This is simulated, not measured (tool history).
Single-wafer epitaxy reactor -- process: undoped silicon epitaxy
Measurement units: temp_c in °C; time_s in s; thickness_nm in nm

{"run": 1, "hour": 0.0, "temp_c": 675, "time_s": 288, "thickness_nm": 78.119}
{"run": 2, "hour": 1.1, "temp_c": 674, "time_s": 288, "thickness_nm": 77.105}
{"run": 3, "hour": 3.4, "temp_c": 678, "time_s": 288, "thickness_nm": 82.594}
{"run": 4, "hour": 7.8, "temp_c": 677, "time_s": 288, "thickness_nm": 80.902}
{"run": 5, "hour": 12.0, "temp_c": 676, "time_s": 288, "thickness_nm": 79.7}
{"run": 6, "hour": 15.9, "temp_c": 675, "time_s": 288, "thickness_nm": 78.053}
{"run": 7, "hour": 23.3, "temp_c": 674, "time_s": 288, "thickness_nm": 76.85}
{"run": 8, "hour": 31.7, "temp_c": 673, "time_s": 288, "thickness_nm": 75.194}

Run 9, settings as shown, results not yet in. Your forecast:
{"run": 9, "hour": 36.9, "temp_c": 671, "time_s": 288, "thickness_nm": "?"}

{"run 9": {"thickness_nm": 73.023}}

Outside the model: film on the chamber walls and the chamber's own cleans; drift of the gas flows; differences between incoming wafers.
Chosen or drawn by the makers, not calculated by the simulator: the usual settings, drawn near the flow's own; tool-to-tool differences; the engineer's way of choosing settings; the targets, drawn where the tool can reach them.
